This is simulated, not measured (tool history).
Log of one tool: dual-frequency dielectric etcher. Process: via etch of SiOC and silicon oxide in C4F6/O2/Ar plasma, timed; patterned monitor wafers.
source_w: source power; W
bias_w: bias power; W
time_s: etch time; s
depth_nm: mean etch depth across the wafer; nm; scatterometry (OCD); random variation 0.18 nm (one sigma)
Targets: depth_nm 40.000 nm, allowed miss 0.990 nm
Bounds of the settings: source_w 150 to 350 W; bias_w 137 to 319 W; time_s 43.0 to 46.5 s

| run | hour | source_w | bias_w | time_s | depth_nm |
|---|---|---|---|---|---|
| 1 | 0.0 | 250 | 228 | 46.5 | 44.569 |
| 2 | 7.5 | 240 | 224 | 46.5 | 43.866 |
| 3 | 14.5 | 260 | 224 | 46.5 | 44.733 |
| 4 | 20.9 | 260 | 193 | 46.5 | 42.422 |
| 5 | 25.7 | 250 | 190 | 46.5 | 42.362 |
| 6 | 30.6 | 290 | 190 | 46.5 | 43.715 |
| 7 | 31.9 | 280 | 184 | 46.5 | 42.803 |
| 8 | 33.2 | 270 | 179 | 46.5 | 42.391 |
| 9 | 39.0 | 260 | 174 | 46.5 | 41.209 |

Which of these 4 next moves meets every target?
| A | 44.8 | 260 | 176 | 46.5 | ? |
| B | 44.8 | 290 | 185 | 45.5 | ? |
| C | 44.8 | 220 | 201 | 46.5 | ? |
| D | 44.8 | 220 | 212 | 44.5 | ? |

| move | depth_nm |
|---|---|
| A | 41.484 |
| B | 42.379 |
| C | 41.473 |
| D | 40.359 |
A: further off than the last run
B: further off than the last run
C: further off than the last run
D: meets every target
The right move is D.
